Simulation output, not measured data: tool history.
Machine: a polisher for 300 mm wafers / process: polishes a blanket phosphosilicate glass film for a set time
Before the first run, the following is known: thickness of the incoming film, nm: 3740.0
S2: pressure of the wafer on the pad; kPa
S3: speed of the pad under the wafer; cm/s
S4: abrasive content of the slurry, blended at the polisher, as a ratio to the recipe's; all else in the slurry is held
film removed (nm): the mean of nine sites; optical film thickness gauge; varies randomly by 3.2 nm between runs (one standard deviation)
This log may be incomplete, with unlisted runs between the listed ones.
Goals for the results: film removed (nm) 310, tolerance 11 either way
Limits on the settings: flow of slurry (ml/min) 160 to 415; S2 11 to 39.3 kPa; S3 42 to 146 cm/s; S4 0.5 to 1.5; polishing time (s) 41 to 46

{"run": 1, "day": 0.0, "flow of slurry (ml/min)": 265, "S2": 24.8, "S3": 94, "S4": 1, "polishing time (s)": 46, "film removed (nm)": 421.8}
{"run": 2, "day": 0.288, "flow of slurry (ml/min)": 265, "S2": 30.3, "S3": 94, "S4": 1, "polishing time (s)": 46, "film removed (nm)": 487.54}
{"run": 3, "day": 0.579, "flow of slurry (ml/min)": 265, "S2": 28.3, "S3": 94, "S4": 1, "polishing time (s)": 46, "film removed (nm)": 478.14}
{"run": 4, "day": 0.775, "flow of slurry (ml/min)": 240, "S2": 28.3, "S3": 94, "S4": 1, "polishing time (s)": 46, "film removed (nm)": 469.33}
{"run": 5, "day": 1.096, "flow of slurry (ml/min)": 240, "S2": 26.2, "S3": 94, "S4": 1, "polishing time (s)": 46, "film removed (nm)": 435.76}
{"run": 6, "day": 1.421, "flow of slurry (ml/min)": 240, "S2": 20, "S3": 94, "S4": 1, "polishing time (s)": 46, "film removed (nm)": 364.45}
{"run": 7, "day": 1.562, "flow of slurry (ml/min)": 240, "S2": 19.3, "S3": 94, "S4": 1, "polishing time (s)": 46, "film removed (nm)": 358.9}
{"run": 8, "day": 1.733, "flow of slurry (ml/min)": 240, "S2": 18.6, "S3": 94, "S4": 1, "polishing time (s)": 46, "film removed (nm)": 341.27}
{"run": 9, "day": 2.004, "flow of slurry (ml/min)": 240, "S2": 17.9, "S3": 94, "S4": 1, "polishing time (s)": 46, "film removed (nm)": 336.79}

Which one of the following 4 next-run settings gets every result inside its allowed miss? There is exactly one.
{"run": "A", "day": 2.275, "flow of slurry (ml/min)": 245, "S2": 14.5, "S3": 100, "S4": 1, "polishing time (s)": 46, "film removed (nm)": "?"}
{"run": "B", "day": 2.275, "flow of slurry (ml/min)": 255, "S2": 15.9, "S3": 94, "S4": 1, "polishing time (s)": 42, "film removed (nm)": "?"}
{"run": "C", "day": 2.275, "flow of slurry (ml/min)": 245, "S2": 14.5, "S3": 102, "S4": 1.3, "polishing time (s)": 46, "film removed (nm)": "?"}
{"run": "D", "day": 2.275, "flow of slurry (ml/min)": 250, "S2": 19.3, "S3": 98, "S4": 1.15, "polishing time (s)": 45, "film removed (nm)": "?"}

move=A film_removed_(nm)=304.32
move=B film_removed_(nm)=281.11
move=C film_removed_(nm)=347.14
move=D film_removed_(nm)=378.43
A: every result lands within tolerance
B: the result that was furthest off in the last run now lies on the other side of its target
C: further off than the last run
D: further off than the last run
Move A is the one to make.
